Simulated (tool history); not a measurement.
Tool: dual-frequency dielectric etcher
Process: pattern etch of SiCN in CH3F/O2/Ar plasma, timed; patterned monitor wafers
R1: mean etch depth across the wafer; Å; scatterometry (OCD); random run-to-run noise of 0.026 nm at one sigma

Run 1, hour 0: source power (kW) 0.49, bias power (kW) 0.053, etch time (s) 30. Result: R1 102.5 Å.
Run 2, hour 3.2: source power (kW) 0.47, bias power (kW) 0.053, etch time (s) 30. Result: R1 101.45 Å.
Run 3, hour 11.6: source power (kW) 0.45, bias power (kW) 0.053, etch time (s) 30. Result: R1 100.21 Å.
Run 4, hour 15.6: source power (kW) 0.45, bias power (kW) 0.053, etch time (s) 27.5. Result: R1 92.357 Å.
Run 5, hour 17.2: source power (kW) 0.46, bias power (kW) 0.053, etch time (s) 27.5. Result: R1 92.37 Å.
At hour 22.5: source power generator calibrated.
Run 6, hour 22.5: source power (kW) 0.47, bias power (kW) 0.053, etch time (s) 27.5. Result: R1 92.331 Å.

Run 7 has not been measured yet. What should we expect?
Run 7, hour 28.5: source power (kW) 0.49, bias power (kW) 0.053, etch time (s) 27.5. Result: R1 ?.

Run 7 gave R1 93.698 Å.

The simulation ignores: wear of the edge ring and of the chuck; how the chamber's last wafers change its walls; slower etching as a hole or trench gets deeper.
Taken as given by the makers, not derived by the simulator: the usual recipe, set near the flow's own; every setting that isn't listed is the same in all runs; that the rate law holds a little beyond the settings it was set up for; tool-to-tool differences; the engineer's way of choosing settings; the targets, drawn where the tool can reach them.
